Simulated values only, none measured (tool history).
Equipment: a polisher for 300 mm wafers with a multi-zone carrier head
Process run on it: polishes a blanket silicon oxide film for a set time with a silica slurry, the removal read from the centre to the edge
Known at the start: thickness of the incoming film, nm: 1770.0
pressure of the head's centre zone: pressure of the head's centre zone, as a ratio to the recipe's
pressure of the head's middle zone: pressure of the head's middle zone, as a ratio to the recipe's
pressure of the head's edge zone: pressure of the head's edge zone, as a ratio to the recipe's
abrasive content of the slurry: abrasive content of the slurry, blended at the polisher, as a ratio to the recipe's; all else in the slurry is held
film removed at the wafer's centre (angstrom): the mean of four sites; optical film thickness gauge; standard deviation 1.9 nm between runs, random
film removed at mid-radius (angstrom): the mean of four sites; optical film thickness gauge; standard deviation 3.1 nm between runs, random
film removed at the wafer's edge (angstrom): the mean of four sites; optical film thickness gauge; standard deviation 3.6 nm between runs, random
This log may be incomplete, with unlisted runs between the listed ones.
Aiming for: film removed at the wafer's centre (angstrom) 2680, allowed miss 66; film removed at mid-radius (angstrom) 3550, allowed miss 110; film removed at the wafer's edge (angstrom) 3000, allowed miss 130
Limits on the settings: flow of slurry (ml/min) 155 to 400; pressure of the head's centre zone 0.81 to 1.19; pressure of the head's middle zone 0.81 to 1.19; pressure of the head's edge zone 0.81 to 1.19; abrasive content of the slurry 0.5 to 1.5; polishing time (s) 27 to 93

| run | day | flow of slurry (ml/min) | pressure of the head's centre zone | pressure of the head's middle zone | pressure of the head's edge zone | abrasive content of the slurry | polishing time (s) | film removed at the wafer's centre (angstrom) | film removed at mid-radius (angstrom) | film removed at the wafer's edge (angstrom) |
|---|---|---|---|---|---|---|---|---|---|---|
| 1 | 0 | 255 | 1 | 1 | 1 | 1 | 59 | 2347 | 2400 | 2394.8 |
| 2 | 0.338 | 255 | 1 | 1 | 1 | 0.9 | 59 | 2178.4 | 2230.7 | 2257.2 |
| 3 | 0.675 | 285 | 1 | 1 | 1 | 0.9 | 59 | 2217.2 | 2248.2 | 2201.6 |
| 4 | 0.971 | 275 | 0.98 | 1.04 | 1 | 1 | 59 | 2351.4 | 2523.6 | 2392.1 |
| 5 | 1.204 | 270 | 0.96 | 1.08 | 1.01 | 1.05 | 59 | 2320.8 | 2667.8 | 2439.5 |
| 6 | 1.288 | 270 | 0.96 | 1.08 | 1.01 | 1.15 | 59 | 2471.5 | 2823.2 | 2627.8 |
| 7 | 1.579 | 275 | 0.95 | 1.11 | 1.02 | 1.2 | 59 | 2532.4 | 2933.6 | 2741.4 |
| 8 | 1.867 | 280 | 0.93 | 1.13 | 1.01 | 1.25 | 59 | 2510.1 | 3055.1 | 2716.3 |
| 9 | 1.992 | 285 | 0.92 | 1.14 | 1.01 | 1.3 | 59 | 2555.3 | 3139.3 | 2769.9 |
| 10 | 2.35 | 285 | 0.91 | 1.15 | 1.01 | 1.35 | 59 | 2550.4 | 3244 | 2917 |
| 11 | 2.471 | 295 | 0.91 | 1.16 | 1 | 1.35 | 59 | 2598.6 | 3236.7 | 2865.5 |
| 12 | 2.688 | 275 | 0.91 | 1.17 | 0.99 | 1.4 | 59 | 2597.1 | 3332 | 2940.7 |
| 13 | 2.8 | 285 | 0.9 | 1.17 | 0.98 | 1.4 | 59 | 2594.9 | 3345.5 | 2915.6 |
| 14 | 2.871 | 290 | 0.9 | 1.17 | 0.97 | 1.4 | 59 | 2549.7 | 3352.4 | 2873.7 |
| 15 | 3.238 | 300 | 0.9 | 1.17 | 0.97 | 1.4 | 59 | 2598.5 | 3387.3 | 2860.5 |
| 16 | 3.604 | 305 | 0.9 | 1.17 | 0.98 | 1.4 | 59 | 2598.8 | 3380 | 2897.6 |
| 17 | 3.742 | 310 | 0.9 | 1.17 | 0.98 | 1.4 | 59 | 2603.6 | 3374 | 2834.1 |

Exercise: of the 4 proposed moves below, exactly one satisfies all targets within the stated allowed misses. Which move is it?
| A | 3.879 | 290 | 0.81 | 1.19 | 1.05 | 1.2 | 71 | ? | ? | ? |
| B | 3.879 | 335 | 0.83 | 1.18 | 0.98 | 1.35 | 62 | ? | ? | ? |
| C | 3.879 | 295 | 0.89 | 1.17 | 0.91 | 1.25 | 65 | ? | ? | ? |
| D | 3.879 | 320 | 0.85 | 1.16 | 1.02 | 1.05 | 70 | ? | ? | ? |

| move | film removed at the wafer's centre (angstrom) | film removed at mid-radius (angstrom) | film removed at the wafer's edge (angstrom) |
|---|---|---|---|
| A | 2575 | 3768.9 | 3334.7 |
| B | 2484.7 | 3517.2 | 3045.6 |
| C | 2653.9 | 3479.7 | 2965.7 |
| D | 2491 | 3393.4 | 3030.8 |
A: carries the result that was furthest off beyond its target, to the other side
B: the furthest-off result lands on target, but another misses its tolerance
C: meets every target
D: the biggest miss grows against the last run
Correct choice: C, which meets every target
